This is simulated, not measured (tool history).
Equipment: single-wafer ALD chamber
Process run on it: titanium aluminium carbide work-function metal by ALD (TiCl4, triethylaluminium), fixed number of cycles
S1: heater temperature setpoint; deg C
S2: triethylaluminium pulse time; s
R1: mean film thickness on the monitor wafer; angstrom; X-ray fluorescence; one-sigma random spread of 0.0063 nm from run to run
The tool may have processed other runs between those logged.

| run | hour | S1 | S2 | R1 |
|---|---|---|---|---|
| 1 | 0.0 | 315 | 10.22 | 21.716 |
| 2 | 2.3 | 313 | 10.00 | 21.348 |
| 3 | 9.4 | 312 | 9.87 | 21.382 |
| 4 | 18.1 | 304 | 9.87 | 20.527 |
| 5 | 24.4 | 304 | 11.86 | 20.959 |
| 6 | 28.2 | 303 | 11.75 | 20.904 |

Expected results for the next run?
| 7 | 36.8 | 302 | 11.64 | ? |

{"run 7": {"R1": 20.719}}
